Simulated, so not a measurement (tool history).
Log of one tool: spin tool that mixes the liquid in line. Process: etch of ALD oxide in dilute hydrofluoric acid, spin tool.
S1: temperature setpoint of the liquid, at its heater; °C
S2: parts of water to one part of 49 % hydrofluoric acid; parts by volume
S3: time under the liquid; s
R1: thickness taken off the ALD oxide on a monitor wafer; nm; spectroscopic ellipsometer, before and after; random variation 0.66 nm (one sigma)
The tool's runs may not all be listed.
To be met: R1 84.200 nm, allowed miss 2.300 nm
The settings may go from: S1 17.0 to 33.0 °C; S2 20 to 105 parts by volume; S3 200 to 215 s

run,day,S1,S2,S3,R1
1,0.000,25.0,55,200,47.925
2,0.154,26.5,55,200,50.949
3,0.462,27.5,55,200,53.177
4,0.675,28.5,55,200,55.181
5,0.708,29.0,55,200,55.958
6,0.904,29.0,35,200,90.980
7,1.088,28.5,35,200,89.980
8,1.358,28.0,35,200,87.135

Which of these 4 next moves meets every target?
A,1.629,23.0,30,200,?
B,1.629,31.5,40,200,?
C,1.629,31.5,45,200,?
D,1.629,28.5,35,200,?

move,R1
A,84.974
B,88.731
C,78.238
D,90.723
A: meets every target
B: further off than the last run
C: takes the result that was furthest off past its target
D: further off than the last run
Move A is the one to make.
